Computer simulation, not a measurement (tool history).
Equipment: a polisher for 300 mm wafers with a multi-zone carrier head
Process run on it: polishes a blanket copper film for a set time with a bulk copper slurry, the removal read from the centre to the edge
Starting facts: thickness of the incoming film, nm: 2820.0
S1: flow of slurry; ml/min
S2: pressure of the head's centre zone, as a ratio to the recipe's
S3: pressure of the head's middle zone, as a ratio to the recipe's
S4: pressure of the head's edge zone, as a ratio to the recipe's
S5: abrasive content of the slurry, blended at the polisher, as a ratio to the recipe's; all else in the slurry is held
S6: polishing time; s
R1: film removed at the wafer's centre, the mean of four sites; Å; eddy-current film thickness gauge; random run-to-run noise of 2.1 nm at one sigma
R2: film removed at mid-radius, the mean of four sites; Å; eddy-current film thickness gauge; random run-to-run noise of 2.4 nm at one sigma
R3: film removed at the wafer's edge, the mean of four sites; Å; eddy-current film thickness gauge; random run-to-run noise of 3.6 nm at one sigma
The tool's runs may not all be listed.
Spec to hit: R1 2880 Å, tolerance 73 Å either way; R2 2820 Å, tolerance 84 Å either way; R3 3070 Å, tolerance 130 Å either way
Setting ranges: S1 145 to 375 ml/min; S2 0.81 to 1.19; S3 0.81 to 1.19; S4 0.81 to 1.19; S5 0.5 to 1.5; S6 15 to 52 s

run 1 day=0 | S1=240 S2=1 S3=1 S4=1 S5=1 S6=33 | R1=3528.2 R2=3539.1 R3=3555.8
run 2 day=0.271 | S1=235 S2=0.98 S3=0.98 S4=0.98 S5=0.95 S6=33 | R1=3433.4 R2=3472.7 R3=3487.5
run 3 day=0.642 | S1=235 S2=1.03 S3=0.98 S4=0.98 S5=0.95 S6=33 | R1=3574.2 R2=3415.4 R3=3442.6
run 4 day=0.812 | S1=235 S2=1.03 S3=0.98 S4=1.05 S5=0.95 S6=33 | R1=3601 R2=3405.9 R3=3538.1
run 5 day=0.921 | S1=235 S2=1.03 S3=0.98 S4=1.09 S5=0.95 S6=33 | R1=3601.9 R2=3416.4 R3=3692.6
run 6 day=1.071 | S1=235 S2=1.06 S3=0.98 S4=1.09 S5=0.95 S6=33 | R1=3676.1 R2=3445 R3=3581.3
run 7 day=1.162 | S1=235 S2=1.06 S3=0.98 S4=1.09 S5=0.95 S6=33 | R1=3704 R2=3508.6 R3=3593.8
run 8 day=1.388 | S1=195 S2=0.96 S3=0.88 S4=0.99 S5=0.7 S6=32 | R1=2982.6 R2=2767.8 R3=3117.7

4 candidate next runs follow, results not yet known. Just one meets every target within its allowed miss. Identify it.
run A day=1.612 | S1=205 S2=0.95 S3=0.83 S4=1.02 S5=0.6 S6=33 | R1=? R2=? R3=?
run B day=1.612 | S1=195 S2=0.98 S3=0.89 S4=0.99 S5=0.9 S6=31 | R1=? R2=? R3=?
run C day=1.612 | S1=210 S2=0.93 S3=0.89 S4=0.98 S5=0.5 S6=34 | R1=? R2=? R3=?
run D day=1.612 | S1=150 S2=1.04 S3=0.86 S4=0.99 S5=0.7 S6=34 | R1=? R2=? R3=?

move=A R1=2926.1 R2=2676.7 R3=3164.2
move=B R1=3065.3 R2=2890.8 R3=3187.2
move=C R1=2856.1 R2=2817.3 R3=3081.3
move=D R1=3156.3 R2=2763.1 R3=3181.9
A: corrects the largest miss of the last run, while another result sits out of spec
B: further off than the last run
C: in spec on every target
D: further off than the last run
C is the move that brings every result within its allowed miss.
